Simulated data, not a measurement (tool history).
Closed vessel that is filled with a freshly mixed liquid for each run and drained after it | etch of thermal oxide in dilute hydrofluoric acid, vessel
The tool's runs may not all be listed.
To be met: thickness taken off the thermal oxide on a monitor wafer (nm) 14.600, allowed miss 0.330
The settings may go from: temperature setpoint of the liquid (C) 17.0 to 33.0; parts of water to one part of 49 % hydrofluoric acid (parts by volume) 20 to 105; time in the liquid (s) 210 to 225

| run | hour | temperature setpoint of the liquid (C) | parts of water to one part of 49 % hydrofluoric acid (parts by volume) | time in the liquid (s) | thickness taken off the thermal oxide on a monitor wafer (nm) |
|---|---|---|---|---|---|
| 1 | 0.0 | 25.0 | 55 | 210 | 19.337 |
| 2 | 1.6 | 24.0 | 55 | 210 | 18.643 |
| 3 | 9.2 | 27.5 | 55 | 210 | 21.512 |
| 4 | 11.8 | 27.5 | 55 | 210 | 21.392 |
| 5 | 18.8 | 26.0 | 55 | 210 | 20.429 |
| 6 | 24.6 | 26.0 | 55 | 225 | 21.621 |
| 7 | 27.3 | 24.5 | 55 | 225 | 20.217 |
| 8 | 29.4 | 20.5 | 55 | 225 | 17.132 |

4 next moves are on the table. One of them brings every result within its allowed miss. Which?
| A | 31.5 | 21.5 | 60 | 210 | ? |
| B | 31.5 | 17.0 | 50 | 210 | ? |
| C | 31.5 | 22.0 | 60 | 210 | ? |
| D | 31.5 | 20.0 | 60 | 215 | ? |

| move | thickness taken off the thermal oxide on a monitor wafer (nm) |
|---|---|
| A | 15.148 |
| B | 15.185 |
| C | 15.466 |
| D | 14.563 |
A: nearer than the last run, and not there yet
B: nearer than the last run, and not there yet
C: nearer than the last run, and not there yet
D: meets every target
Answer: D

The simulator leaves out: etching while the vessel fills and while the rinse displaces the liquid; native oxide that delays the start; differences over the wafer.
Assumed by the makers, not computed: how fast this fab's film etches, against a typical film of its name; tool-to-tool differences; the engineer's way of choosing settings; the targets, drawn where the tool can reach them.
